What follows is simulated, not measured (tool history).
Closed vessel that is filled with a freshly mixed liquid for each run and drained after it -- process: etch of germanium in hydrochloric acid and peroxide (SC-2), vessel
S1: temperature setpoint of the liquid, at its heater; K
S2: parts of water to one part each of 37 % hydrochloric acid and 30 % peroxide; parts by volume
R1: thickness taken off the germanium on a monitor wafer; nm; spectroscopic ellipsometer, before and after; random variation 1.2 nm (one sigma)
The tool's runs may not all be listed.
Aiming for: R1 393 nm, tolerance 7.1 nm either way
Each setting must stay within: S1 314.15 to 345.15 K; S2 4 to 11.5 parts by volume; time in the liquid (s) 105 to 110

{"run": 1, "hour": 0.0, "S1": 330.15, "S2": 6.5, "time in the liquid (s)": 105, "R1": 361.19}
{"run": 2, "hour": 8.3, "S1": 330.65, "S2": 6.5, "time in the liquid (s)": 105, "R1": 369.25}
{"run": 3, "hour": 10.4, "S1": 330.65, "S2": 6.5, "time in the liquid (s)": 105, "R1": 367.12}
{"run": 4, "hour": 14.0, "S1": 331.15, "S2": 6.5, "time in the liquid (s)": 105, "R1": 372.96}
{"run": 5, "hour": 21.8, "S1": 331.65, "S2": 6.5, "time in the liquid (s)": 105, "R1": 379.54}
{"run": 6, "hour": 22.8, "S1": 331.65, "S2": 6.5, "time in the liquid (s)": 105, "R1": 379.01}
{"run": 7, "hour": 26.3, "S1": 332.15, "S2": 6.5, "time in the liquid (s)": 105, "R1": 384.99}
{"run": 8, "hour": 29.2, "S1": 332.15, "S2": 6.5, "time in the liquid (s)": 105, "R1": 383.11}

Which one of the following 5 next-run settings gets every result inside its allowed miss? There is exactly one.
{"run": "A", "hour": 32.1, "S1": 329.65, "S2": 7.5, "time in the liquid (s)": 110, "R1": "?"}
{"run": "B", "hour": 32.1, "S1": 329.15, "S2": 6.5, "time in the liquid (s)": 110, "R1": "?"}
{"run": "C", "hour": 32.1, "S1": 330.15, "S2": 7.5, "time in the liquid (s)": 110, "R1": "?"}
{"run": "D", "hour": 32.1, "S1": 333.65, "S2": 8.5, "time in the liquid (s)": 105, "R1": "?"}
{"run": "E", "hour": 32.1, "S1": 331.65, "S2": 8, "time in the liquid (s)": 105, "R1": "?"}

move=A R1=369.67
move=B R1=367.23
move=C R1=375.33
move=D R1=393.96
move=E R1=373.08
A: the biggest miss grows against the last run
B: the biggest miss grows against the last run
C: the biggest miss grows against the last run
D: meets every target
E: the biggest miss grows against the last run
Move D is the one to make.

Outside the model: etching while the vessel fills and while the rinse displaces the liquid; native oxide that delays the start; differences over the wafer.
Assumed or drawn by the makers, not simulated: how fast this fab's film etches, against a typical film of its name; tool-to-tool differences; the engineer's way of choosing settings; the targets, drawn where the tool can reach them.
